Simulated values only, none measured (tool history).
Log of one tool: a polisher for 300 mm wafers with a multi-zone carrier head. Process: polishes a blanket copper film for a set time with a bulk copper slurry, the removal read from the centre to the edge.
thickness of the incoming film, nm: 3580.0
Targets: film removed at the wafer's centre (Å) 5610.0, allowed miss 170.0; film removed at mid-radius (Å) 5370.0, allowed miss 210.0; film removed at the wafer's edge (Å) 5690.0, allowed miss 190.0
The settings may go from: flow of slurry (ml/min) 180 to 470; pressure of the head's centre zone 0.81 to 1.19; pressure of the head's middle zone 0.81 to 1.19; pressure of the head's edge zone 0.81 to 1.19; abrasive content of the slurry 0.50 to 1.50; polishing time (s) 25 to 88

run	hour	flow of slurry (ml/min)	pressure of the head's centre zone	pressure of the head's middle zone	pressure of the head's edge zone	abrasive content of the slurry	polishing time (s)	film removed at the wafer's centre (Å)	film removed at mid-radius (Å)	film removed at the wafer's edge (Å)
1	0.0	300	1.00	1.00	1.00	1.00	56	7448.4	7230.6	7312.8
2	8.6	300	1.00	1.00	1.00	1.00	63	8383.7	8216.6	8094.8
3	14.4	295	0.97	0.96	0.96	0.85	60	7526.3	7240.6	7429.8
4	18.6	295	0.92	0.96	0.96	0.85	60	7080.0	7298.8	7453.4
5	24.9	360	0.92	0.96	0.96	0.85	60	7282.9	7252.0	7421.0
6	29.5	370	0.91	0.94	0.94	0.75	57	6639.2	6769.3	6949.4
7	35.7	375	0.92	0.92	0.92	0.70	55	6331.9	6224.8	6497.4
8	37.9	380	0.92	0.91	0.90	0.65	54	6253.0	5999.9	6301.4
9	43.4	380	0.91	0.90	0.88	0.60	53	6090.1	5910.4	6120.7
10	46.2	380	0.90	0.89	0.87	0.55	52	5774.5	5687.9	5850.0
11	53.6	380	0.90	0.88	0.86	0.55	52	5841.8	5545.7	5817.1

Which of these 5 next moves meets every target?
A	61.0	380	0.98	1.02	0.81	0.50	50	?	?	?
B	61.0	380	0.93	0.91	0.81	0.50	53	?	?	?
C	61.0	435	1.01	1.02	0.81	0.50	48	?	?	?
D	61.0	470	0.93	0.90	0.87	0.50	52	?	?	?
E	61.0	360	0.88	0.85	0.83	0.80	49	?	?	?

move	film removed at the wafer's centre (Å)	film removed at mid-radius (Å)	film removed at the wafer's edge (Å)
A	6017.8	5830.3	5367.5
B	6046.2	5617.3	5698.0
C	6021.3	5652.8	5193.2
D	6031.2	5544.0	5839.8
E	5619.4	5223.1	5674.5
A: further off than the last run
B: further off than the last run
C: further off than the last run
D: further off than the last run
E: meets every target
The right move is E.
